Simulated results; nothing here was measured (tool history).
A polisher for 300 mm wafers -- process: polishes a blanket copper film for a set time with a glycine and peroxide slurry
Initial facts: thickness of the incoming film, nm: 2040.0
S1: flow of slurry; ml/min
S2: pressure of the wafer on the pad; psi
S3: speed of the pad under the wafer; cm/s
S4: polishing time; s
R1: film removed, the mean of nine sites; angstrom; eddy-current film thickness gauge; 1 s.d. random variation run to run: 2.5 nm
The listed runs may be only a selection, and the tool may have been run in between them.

run  hour   S1   S2   S3  S4      R1
  1   0.0  240  3.3  112  51  4084.6
  2   1.8  240  3.2  112  51  3988.1
  3   8.8  240  3.2  112  46  3577.7
  4  17.3  240  3.1  112  46  3454.3
  5  25.7  235  2.8  112  46  3187.1
  6  30.8  235  2.8  112  51  3542.2
  7  34.8  235  2.7  112  51  3413.7
  8  36.5  235  2.6  112  51  3367.1
  9  42.2  235  2.5  112  51  3238.0
 10  51.2  225  2.1  112  51  2798.3

Run 11 is up next; what results do you expect?
 11  57.3  240  2.1  112  51   ?

R1: 2768.7 angstrom
